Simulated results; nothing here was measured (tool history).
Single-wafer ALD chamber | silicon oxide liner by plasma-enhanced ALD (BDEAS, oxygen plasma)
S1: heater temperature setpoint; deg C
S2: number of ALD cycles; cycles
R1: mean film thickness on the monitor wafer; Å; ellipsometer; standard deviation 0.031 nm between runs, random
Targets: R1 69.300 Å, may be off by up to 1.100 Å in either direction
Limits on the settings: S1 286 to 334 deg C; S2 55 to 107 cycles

Run 1, hour 0.0: S1 310 deg C, S2 81 cycles. Result: R1 77.238 Å.
Run 2, hour 1.1: S1 303 deg C, S2 81 cycles. Result: R1 78.168 Å.
Run 3, hour 2.3: S1 295 deg C, S2 81 cycles. Result: R1 79.514 Å.
Run 4, hour 11.2: S1 296 deg C, S2 80 cycles. Result: R1 79.067 Å.
Run 5, hour 15.5: S1 298 deg C, S2 79 cycles. Result: R1 76.665 Å.
Run 6, hour 22.5: S1 306 deg C, S2 79 cycles. Result: R1 76.384 Å.
Run 7, hour 26.7: S1 307 deg C, S2 78 cycles. Result: R1 74.237 Å.
Run 8, hour 30.6: S1 308 deg C, S2 78 cycles. Result: R1 75.015 Å.
Run 9, hour 37.0: S1 309 deg C, S2 77 cycles. Result: R1 73.026 Å.
Run 10, hour 44.3: S1 310 deg C, S2 77 cycles. Result: R1 73.375 Å.
Run 11, hour 46.4: S1 311 deg C, S2 77 cycles. Result: R1 73.510 Å.
Run 12, hour 52.4: S1 312 deg C, S2 71 cycles. Result: R1 68.247 Å.

Of the 4 settings listed for the next run, only one would bring every result within its allowed miss of target. Which one?
Run A, hour 58.4: S1 312 deg C, S2 70 cycles. Result: R1 ?.
Run B, hour 58.4: S1 312 deg C, S2 73 cycles. Result: R1 ?.
Run C, hour 58.4: S1 313 deg C, S2 70 cycles. Result: R1 ?.
Run D, hour 58.4: S1 314 deg C, S2 71 cycles. Result: R1 ?.

move      R1
   A  66.618
   B  69.473
   C  66.530
   D  67.390
A: lands further from the targets than the last run did
B: hits every target within its allowed miss
C: lands further from the targets than the last run did
D: lands further from the targets than the last run did
Answer: B
